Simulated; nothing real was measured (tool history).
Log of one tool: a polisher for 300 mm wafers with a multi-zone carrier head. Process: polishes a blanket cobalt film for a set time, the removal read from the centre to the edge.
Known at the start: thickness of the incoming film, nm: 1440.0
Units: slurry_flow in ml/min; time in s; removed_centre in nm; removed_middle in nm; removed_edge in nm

run 1 hour=0 | slurry_flow=130 centre_zone=1 middle_zone=1 edge_zone=1 time=49 | removed_centre=308.19 removed_middle=297.59 removed_edge=306.35
run 2 hour=0.6 | slurry_flow=120 centre_zone=1.01 middle_zone=1 edge_zone=0.95 time=42 | removed_centre=259.57 removed_middle=253.48 removed_edge=260.57
run 3 hour=9.4 | slurry_flow=120 centre_zone=1.01 middle_zone=1 edge_zone=1 time=42 | removed_centre=265.28 removed_middle=255.9 removed_edge=267.69
run 4 hour=14.6 | slurry_flow=120 centre_zone=1.07 middle_zone=1 edge_zone=1 time=42 | removed_centre=276.67 removed_middle=253.21 removed_edge=263.07
run 5 hour=23.2 | slurry_flow=140 centre_zone=1.07 middle_zone=1 edge_zone=1 time=42 | removed_centre=284.25 removed_middle=266.85 removed_edge=274.34
run 6 hour=30.6 | slurry_flow=125 centre_zone=1.08 middle_zone=1.01 edge_zone=0.95 time=37 | removed_centre=247.92 removed_middle=229.7 removed_edge=224.94
run 7 hour=37.1 | slurry_flow=120 centre_zone=1.07 middle_zone=1.01 edge_zone=0.92 time=34 | removed_centre=223.85 removed_middle=210.16 removed_edge=208.58
run 8 hour=38.5 | slurry_flow=115 centre_zone=1.07 middle_zone=1.02 edge_zone=0.89 time=31 | removed_centre=204 removed_middle=189.66 removed_edge=179.21
run 9 hour=44.8 | slurry_flow=110 centre_zone=1.05 middle_zone=1.02 edge_zone=0.87 time=30 | removed_centre=189.02 removed_middle=182.41 removed_edge=172.43

The next listed run, before its measurement:
run 10 hour=45.4 | slurry_flow=105 centre_zone=1.05 middle_zone=1.02 edge_zone=0.85 time=30 | removed_centre=? removed_middle=? removed_edge=?

removed_centre: 184.45 nm
removed_middle: 176.58 nm
removed_edge: 171.93 nm
